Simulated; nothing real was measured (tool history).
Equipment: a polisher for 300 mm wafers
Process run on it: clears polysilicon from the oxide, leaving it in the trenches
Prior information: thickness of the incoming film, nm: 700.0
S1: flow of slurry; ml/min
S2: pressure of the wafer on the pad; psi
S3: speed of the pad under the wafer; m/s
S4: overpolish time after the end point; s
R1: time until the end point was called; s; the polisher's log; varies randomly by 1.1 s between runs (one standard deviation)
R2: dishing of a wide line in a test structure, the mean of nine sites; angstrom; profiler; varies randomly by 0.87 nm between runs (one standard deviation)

| run | hour | S1 | S2 | S3 | S4 | R1 | R2 |
|---|---|---|---|---|---|---|---|
| 1 | 0 | 240 | 2.4 | 1.2 | 17 | 49.064 | 514.86 |
| 2 | 2.7 | 240 | 2.4 | 1.2 | 20 | 49.867 | 510.57 |
| 3 | 9.2 | 240 | 2.9 | 1.2 | 20 | 43.635 | 512.5 |
| 4 | 12.9 | 240 | 2.9 | 0.94 | 20 | 55.395 | 504.58 |
| 5 | 20.9 | 240 | 2.6 | 0.94 | 20 | 58.975 | 517.11 |
| 6 | 24 | 240 | 2.9 | 0.94 | 20 | 54.706 | 524.58 |

What will run 7 give?
| 7 | 27.8 | 230 | 2.3 | 0.92 | 21 | ? | ? |

{"run 7": {"R1": 66.127, "R2": 518.61}}
